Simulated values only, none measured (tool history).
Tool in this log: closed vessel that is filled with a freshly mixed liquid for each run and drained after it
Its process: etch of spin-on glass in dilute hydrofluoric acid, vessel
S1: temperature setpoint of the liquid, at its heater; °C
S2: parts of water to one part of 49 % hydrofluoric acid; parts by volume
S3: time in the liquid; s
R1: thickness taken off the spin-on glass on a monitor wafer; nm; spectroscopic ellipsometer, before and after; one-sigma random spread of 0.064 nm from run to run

run	day	S1	S2	S3	R1
1	0	23	55	60	23.574
2	0.108	23	55	60	23.715
3	0.333	26	55	60	26.808
4	0.642	26	55	60	26.676
5	0.688	25	55	60	25.639
6	1.004	24	55	60	24.637
7	1.383	23.5	55	60	24.134
8	1.662	23.5	55	60	24.04
9	2.05	23	55	60	23.612
10	2.092	22.5	55	60	23.278

What will run 11 give?
11	2.267	22	55	60	?

For run 11 the tool returned R1 22.7 nm.
